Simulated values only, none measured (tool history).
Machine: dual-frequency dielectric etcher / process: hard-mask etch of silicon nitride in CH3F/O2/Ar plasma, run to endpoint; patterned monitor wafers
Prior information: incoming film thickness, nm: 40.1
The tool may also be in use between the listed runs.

run,hour,source power (kW),bias power (kW),endpoint time (s)
1,0,0.4,0.053,70.034
2,4.5,0.33,0.053,75.022
3,11.8,0.36,0.054,72.739
4,16.5,0.32,0.054,76.458
5,17.1,0.32,0.061,73.567
6,20.5,0.32,0.055,75.437
7,22.8,0.36,0.056,72.28

Forecast run 8:
8,25.5,0.39,0.057,?

For run 8 the tool returned endpoint time (s) 68.509.

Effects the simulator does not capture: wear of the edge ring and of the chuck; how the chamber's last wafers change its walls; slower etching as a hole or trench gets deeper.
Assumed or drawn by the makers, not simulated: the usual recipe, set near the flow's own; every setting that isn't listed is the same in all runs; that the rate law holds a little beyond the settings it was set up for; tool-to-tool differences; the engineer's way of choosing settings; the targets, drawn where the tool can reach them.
